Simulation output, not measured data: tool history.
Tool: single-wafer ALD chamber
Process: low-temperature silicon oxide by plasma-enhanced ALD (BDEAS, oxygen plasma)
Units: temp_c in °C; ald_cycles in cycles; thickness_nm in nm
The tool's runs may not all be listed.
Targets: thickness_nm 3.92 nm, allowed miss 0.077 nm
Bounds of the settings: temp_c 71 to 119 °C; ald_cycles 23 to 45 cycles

run 1 hour=0 | temp_c=95 ald_cycles=34 | thickness_nm=4.6015
run 2 hour=0.6 | temp_c=97 ald_cycles=33 | thickness_nm=4.4307
run 3 hour=6.1 | temp_c=99 ald_cycles=33 | thickness_nm=4.4053
run 4 hour=11.8 | temp_c=91 ald_cycles=33 | thickness_nm=4.5144
run 5 hour=20.5 | temp_c=101 ald_cycles=33 | thickness_nm=4.384
run 6 hour=29.2 | temp_c=92 ald_cycles=33 | thickness_nm=4.4963
run 7 hour=30.2 | temp_c=94 ald_cycles=32 | thickness_nm=4.3146
run 8 hour=35.8 | temp_c=96 ald_cycles=32 | thickness_nm=4.3045
-- hour=43 thermocouple changed; heater temperature recalibrated
run 9 hour=43 | temp_c=98 ald_cycles=32 | thickness_nm=4.3268
run 10 hour=50.5 | temp_c=99 ald_cycles=31 | thickness_nm=4.1987
run 11 hour=58.8 | temp_c=100 ald_cycles=31 | thickness_nm=4.1872
run 12 hour=66.9 | temp_c=101 ald_cycles=31 | thickness_nm=4.1729
run 13 hour=73.7 | temp_c=102 ald_cycles=31 | thickness_nm=4.1581
run 14 hour=80.2 | temp_c=103 ald_cycles=31 | thickness_nm=4.1496
run 15 hour=86.8 | temp_c=103 ald_cycles=31 | thickness_nm=4.1253
run 16 hour=87.9 | temp_c=104 ald_cycles=31 | thickness_nm=4.1521
run 17 hour=95.8 | temp_c=105 ald_cycles=30 | thickness_nm=4.0065

Which of these 5 next moves meets every target?
run A hour=103.7 | temp_c=105 ald_cycles=31 | thickness_nm=?
run B hour=103.7 | temp_c=112 ald_cycles=28 | thickness_nm=?
run C hour=103.7 | temp_c=117 ald_cycles=29 | thickness_nm=?
run D hour=103.7 | temp_c=104 ald_cycles=31 | thickness_nm=?
run E hour=103.7 | temp_c=112 ald_cycles=30 | thickness_nm=?

move=A thickness_nm=4.1368
move=B thickness_nm=3.6875
move=C thickness_nm=3.783
move=D thickness_nm=4.1445
move=E thickness_nm=3.9509
A: further off than the last run
B: takes the result that was furthest off past its target
C: takes the result that was furthest off past its target
D: further off than the last run
E: meets every target
Answer: E
